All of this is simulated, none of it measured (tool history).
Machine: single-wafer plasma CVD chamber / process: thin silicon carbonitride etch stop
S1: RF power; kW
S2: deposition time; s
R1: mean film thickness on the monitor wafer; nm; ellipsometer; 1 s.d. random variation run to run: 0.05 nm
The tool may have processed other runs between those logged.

| run | hour | S1 | S2 | R1 |
|---|---|---|---|---|
| 1 | 0.0 | 0.250 | 16.2 | 9.1531 |
| 2 | 2.3 | 0.265 | 16.6 | 9.5563 |
| 3 | 2.8 | 0.265 | 15.8 | 9.1139 |
| 4 | 8.2 | 0.265 | 14.5 | 8.4037 |
| 5 | 11.5 | 0.265 | 15.3 | 8.8915 |
| 6 | 18.9 | 0.245 | 15.3 | 8.5363 |
| 7 | 26.4 | 0.245 | 15.3 | 8.6343 |
| 8 | 31.7 | 0.260 | 15.9 | 9.1472 |

The next listed run, before its measurement:
|  | 39.8 | RF generator calibrated |
| 9 | 39.8 | 0.275 | 16.3 | ? |

Run 9 yielded R1 9.7214 nm.

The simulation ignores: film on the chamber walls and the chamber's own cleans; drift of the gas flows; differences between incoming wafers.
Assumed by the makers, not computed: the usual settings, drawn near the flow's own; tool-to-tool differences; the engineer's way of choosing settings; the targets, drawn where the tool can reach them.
